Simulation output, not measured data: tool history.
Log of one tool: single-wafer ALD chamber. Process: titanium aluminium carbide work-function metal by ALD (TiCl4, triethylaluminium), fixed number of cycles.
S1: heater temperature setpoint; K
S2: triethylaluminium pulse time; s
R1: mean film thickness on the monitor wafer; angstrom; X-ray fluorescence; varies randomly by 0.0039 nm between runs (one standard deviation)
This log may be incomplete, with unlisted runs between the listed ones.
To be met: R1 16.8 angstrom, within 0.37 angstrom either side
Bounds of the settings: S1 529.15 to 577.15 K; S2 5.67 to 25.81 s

run    day      S1     S2      R1
  1      0  553.15  15.74  18.342
  2  0.129  553.15  13.89  18.259
  3  0.288  553.15  16.33  18.369
  4  0.312  553.15  13.26   18.12
  5   0.65  561.15  13.26   18.76
  6  0.675  553.15  12.09  18.035
  7  0.888  549.15  11.33  17.696
  8  1.088  549.15  11.33  17.677
  9    1.3  546.15  10.81   17.48

Next run, 5 choices. One meets every target within its allowed miss, the rest don't. Which?
  A  1.512  553.15   7.27   ?
  B  1.512  561.15  11.28   ?
  C  1.512  552.15  11.47   ?
  D  1.512  536.15  12.44   ?
  E  1.512  554.15  10.14   ?

move      R1
   A  17.404
   B  18.627
   C  17.978
   D  16.886
   E  17.973
A: nearer than the last run, and not there yet
B: lands further from the targets than the last run did
C: lands further from the targets than the last run did
D: every result lands within tolerance
E: lands further from the targets than the last run did
The move that meets every target is D.
